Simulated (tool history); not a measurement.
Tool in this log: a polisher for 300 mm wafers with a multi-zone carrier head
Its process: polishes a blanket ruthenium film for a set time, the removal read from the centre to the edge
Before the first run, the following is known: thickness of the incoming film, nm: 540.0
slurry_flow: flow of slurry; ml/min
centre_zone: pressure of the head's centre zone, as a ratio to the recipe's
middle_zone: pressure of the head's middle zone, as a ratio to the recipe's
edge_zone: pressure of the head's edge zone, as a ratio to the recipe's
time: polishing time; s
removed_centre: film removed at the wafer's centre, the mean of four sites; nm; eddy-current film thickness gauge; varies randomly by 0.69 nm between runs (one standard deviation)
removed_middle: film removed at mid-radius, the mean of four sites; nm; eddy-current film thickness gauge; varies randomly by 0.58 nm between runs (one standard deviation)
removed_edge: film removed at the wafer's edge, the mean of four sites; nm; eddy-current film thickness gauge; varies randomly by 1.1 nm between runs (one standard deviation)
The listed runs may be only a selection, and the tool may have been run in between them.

run,hour,slurry_flow,centre_zone,middle_zone,edge_zone,time,removed_centre,removed_middle,removed_edge
1,0,245,1,1,1,75,86.005,85.961,84.945
2,2.1,245,1,1,1,59,67.222,67.246,68.31
3,10.3,250,1.02,1,1.03,60,70.46,69.589,68.551
4,11.7,250,0.97,1,1.03,60,66.988,68.528,69.008
5,15,250,0.97,1,1.03,50,55.313,57.146,57.951
6,22.7,235,0.99,0.99,1.04,53,59.837,58.933,62.575
7,28.9,225,1.01,1,1.05,55,63.7,61.815,65.188
8,31,215,1.03,1.01,1.06,56,65.746,62.737,65.833

Run 9, settings as shown, results not yet in. Your forecast:
9,33.3,210,1.04,1.01,1.07,58,?,?,?

{"run 9": {"removed_centre": 67.655, "removed_middle": 65.074, "removed_edge": 68.05}}

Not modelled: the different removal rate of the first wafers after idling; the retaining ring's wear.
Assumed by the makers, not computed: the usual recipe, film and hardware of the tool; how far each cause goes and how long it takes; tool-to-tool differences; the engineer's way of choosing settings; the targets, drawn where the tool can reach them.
